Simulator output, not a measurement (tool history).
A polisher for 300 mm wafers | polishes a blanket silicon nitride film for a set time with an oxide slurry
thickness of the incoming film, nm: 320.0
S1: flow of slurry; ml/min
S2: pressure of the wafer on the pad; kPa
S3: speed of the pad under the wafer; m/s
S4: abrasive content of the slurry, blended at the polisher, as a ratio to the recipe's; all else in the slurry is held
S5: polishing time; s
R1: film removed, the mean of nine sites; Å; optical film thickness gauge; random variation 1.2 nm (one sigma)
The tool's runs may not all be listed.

| run | day | S1 | S2 | S3 | S4 | S5 | R1 |
|---|---|---|---|---|---|---|---|
| 1 | 0 | 270 | 20 | 1.22 | 1 | 121 | 676.45 |
| 2 | 0.05 | 270 | 24.8 | 1.22 | 1 | 121 | 844.61 |
| 3 | 0.192 | 270 | 24.8 | 1.22 | 1.1 | 121 | 865.73 |
| 4 | 0.558 | 270 | 25.5 | 1.22 | 1.1 | 121 | 891 |
| 5 | 0.667 | 270 | 26.2 | 1.22 | 1.1 | 121 | 927.03 |
| 6 | 0.942 | 270 | 21.4 | 1.22 | 1.1 | 121 | 763.55 |

Forecast run 7:
| 7 | 1.025 | 270 | 22.8 | 1.24 | 1.1 | 121 | ? |

{"run 7": {"R1": 790.74}}

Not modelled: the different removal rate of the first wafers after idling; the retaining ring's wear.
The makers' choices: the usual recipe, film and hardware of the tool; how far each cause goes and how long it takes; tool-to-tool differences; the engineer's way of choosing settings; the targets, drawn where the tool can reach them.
